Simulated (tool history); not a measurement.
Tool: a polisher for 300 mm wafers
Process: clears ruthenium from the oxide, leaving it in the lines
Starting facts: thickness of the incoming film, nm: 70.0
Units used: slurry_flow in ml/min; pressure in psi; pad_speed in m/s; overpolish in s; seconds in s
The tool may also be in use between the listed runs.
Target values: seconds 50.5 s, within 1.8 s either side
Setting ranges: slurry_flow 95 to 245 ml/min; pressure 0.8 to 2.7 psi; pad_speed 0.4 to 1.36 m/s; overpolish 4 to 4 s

{"run": 1, "hour": 0.0, "slurry_flow": 155, "pressure": 1.7, "pad_speed": 0.88, "overpolish": 4, "seconds": 60.851}
{"run": 2, "hour": 1.9, "slurry_flow": 155, "pressure": 1.6, "pad_speed": 0.88, "overpolish": 4, "seconds": 63.465}
{"run": 3, "hour": 6.6, "slurry_flow": 155, "pressure": 1.6, "pad_speed": 0.78, "overpolish": 4, "seconds": 69.245}
{"run": 4, "hour": 12.2, "slurry_flow": 155, "pressure": 1.6, "pad_speed": 0.78, "overpolish": 4, "seconds": 69.922}
{"run": 5, "hour": 18.5, "slurry_flow": 160, "pressure": 1.7, "pad_speed": 0.78, "overpolish": 4, "seconds": 65.147}
{"run": 6, "hour": 25.7, "slurry_flow": 165, "pressure": 1.8, "pad_speed": 0.78, "overpolish": 4, "seconds": 60.065}
{"run": 7, "hour": 27.7, "slurry_flow": 170, "pressure": 1.8, "pad_speed": 0.78, "overpolish": 4, "seconds": 60.609}
{"run": 8, "hour": 30.0, "slurry_flow": 170, "pressure": 1.8, "pad_speed": 0.78, "overpolish": 4, "seconds": 60.143}

Below are 4 possible settings for the next run. Only one of them brings all results inside the allowed miss of their targets. Which is it?
{"run": "A", "hour": 32.3, "slurry_flow": 175, "pressure": 1.5, "pad_speed": 0.76, "overpolish": 4, "seconds": "?"}
{"run": "B", "hour": 32.3, "slurry_flow": 180, "pressure": 2.1, "pad_speed": 0.8, "overpolish": 4, "seconds": "?"}
{"run": "C", "hour": 32.3, "slurry_flow": 200, "pressure": 1.6, "pad_speed": 0.68, "overpolish": 4, "seconds": "?"}
{"run": "D", "hour": 32.3, "slurry_flow": 175, "pressure": 1.7, "pad_speed": 0.62, "overpolish": 4, "seconds": "?"}

move=A seconds=73.943
move=B seconds=51.33
move=C seconds=73.097
move=D seconds=74.448
A: moves away from the targets compared with the last run
B: in spec on every target
C: moves away from the targets compared with the last run
D: moves away from the targets compared with the last run
B is the move that brings every result within its allowed miss.

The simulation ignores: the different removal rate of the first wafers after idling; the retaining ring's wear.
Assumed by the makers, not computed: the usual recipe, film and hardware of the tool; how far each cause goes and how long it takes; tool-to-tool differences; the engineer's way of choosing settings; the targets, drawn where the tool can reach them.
